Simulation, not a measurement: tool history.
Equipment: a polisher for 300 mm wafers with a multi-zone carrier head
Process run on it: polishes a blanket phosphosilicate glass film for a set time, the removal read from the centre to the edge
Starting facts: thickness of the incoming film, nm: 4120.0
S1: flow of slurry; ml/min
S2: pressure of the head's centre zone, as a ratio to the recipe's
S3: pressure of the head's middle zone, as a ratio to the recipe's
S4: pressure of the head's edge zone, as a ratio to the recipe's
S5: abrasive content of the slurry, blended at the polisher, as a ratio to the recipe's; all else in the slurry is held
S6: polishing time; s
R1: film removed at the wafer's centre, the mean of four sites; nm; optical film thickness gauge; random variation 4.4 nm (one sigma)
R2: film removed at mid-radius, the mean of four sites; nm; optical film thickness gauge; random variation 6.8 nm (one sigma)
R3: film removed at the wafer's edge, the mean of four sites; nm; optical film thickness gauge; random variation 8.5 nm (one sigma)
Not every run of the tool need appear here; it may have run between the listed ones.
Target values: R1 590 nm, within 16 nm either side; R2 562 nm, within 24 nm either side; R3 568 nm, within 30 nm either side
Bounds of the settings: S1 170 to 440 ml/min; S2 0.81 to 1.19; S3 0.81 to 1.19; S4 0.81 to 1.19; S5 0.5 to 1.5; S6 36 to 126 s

run 1 hour=0 | S1=280 S2=1 S3=1 S4=1 S5=1 S6=81 | R1=974.05 R2=947.83 R3=1018.5
run 2 hour=2.3 | S1=280 S2=1 S3=1.08 S4=1 S5=1 S6=81 | R1=956.47 R2=994.47 R3=988.07
run 3 hour=3.4 | S1=225 S2=1 S3=1.08 S4=1 S5=1 S6=81 | R1=919.91 R2=942.23 R3=963.64
run 4 hour=11.9 | S1=225 S2=1 S3=1.08 S4=1 S5=1.2 S6=81 | R1=988.29 R2=1040 R3=1029.6
run 5 hour=14.4 | S1=225 S2=1 S3=1.08 S4=1 S5=1.35 S6=81 | R1=1054.4 R2=1083.6 R3=1073.3
run 6 hour=16.6 | S1=185 S2=1 S3=1.08 S4=1 S5=1.35 S6=81 | R1=1011.2 R2=1040.3 R3=1025.9
run 7 hour=18.6 | S1=180 S2=1.01 S3=1.07 S4=0.97 S5=1.15 S6=77 | R1=902.76 R2=943.27 R3=958.19
run 8 hour=25.6 | S1=225 S2=1.04 S3=1.08 S4=0.98 S5=1 S6=69 | R1=831.7 R2=813.42 R3=809.8
run 9 hour=33.5 | S1=235 S2=1.04 S3=1.08 S4=0.98 S5=0.9 S6=65 | R1=741.09 R2=743.58 R3=743.34
run 10 hour=40.3 | S1=240 S2=1.05 S3=1.08 S4=0.97 S5=0.8 S6=63 | R1=697.79 R2=695.81 R3=649.79
run 11 hour=46.5 | S1=230 S2=1.04 S3=1.05 S4=0.96 S5=0.75 S6=63 | R1=660.95 R2=660.89 R3=628.44
run 12 hour=53.1 | S1=220 S2=1.04 S3=1.02 S4=0.95 S5=0.75 S6=63 | R1=653.43 R2=643.12 R3=638.64
run 13 hour=58.9 | S1=215 S2=1.04 S3=1 S4=0.94 S5=0.7 S6=63 | R1=627.6 R2=608.63 R3=614.87
-- hour=67.9 slurry nozzle cleaned
run 14 hour=67.9 | S1=210 S2=1.04 S3=0.99 S4=0.93 S5=0.7 S6=63 | R1=676.59 R2=628.85 R3=634.82

Which of these 4 next moves meets every target?
run A hour=76.9 | S1=210 S2=0.98 S3=0.92 S4=1.07 S5=0.8 S6=55 | R1=? R2=? R3=?
run B hour=76.9 | S1=170 S2=1.04 S3=0.82 S4=1.04 S5=0.8 S6=55 | R1=? R2=? R3=?
run C hour=76.9 | S1=175 S2=1.03 S3=1 S4=0.94 S5=1.15 S6=46 | R1=? R2=? R3=?
run D hour=76.9 | S1=175 S2=1.07 S3=0.84 S4=1.01 S5=0.7 S6=59 | R1=? R2=? R3=?

move=A R1=596.27 R2=566.79 R3=637.75
move=B R1=615.8 R2=511.09 R3=620.27
move=C R1=597.59 R2=574.18 R3=582.8
move=D R1=641.65 R2=525.66 R3=620.07
A: gets the furthest-off result to its target, but another result is out of tolerance
B: nearer than the last run, and not there yet
C: hits every target within its allowed miss
D: nearer than the last run, and not there yet
C meets every target.
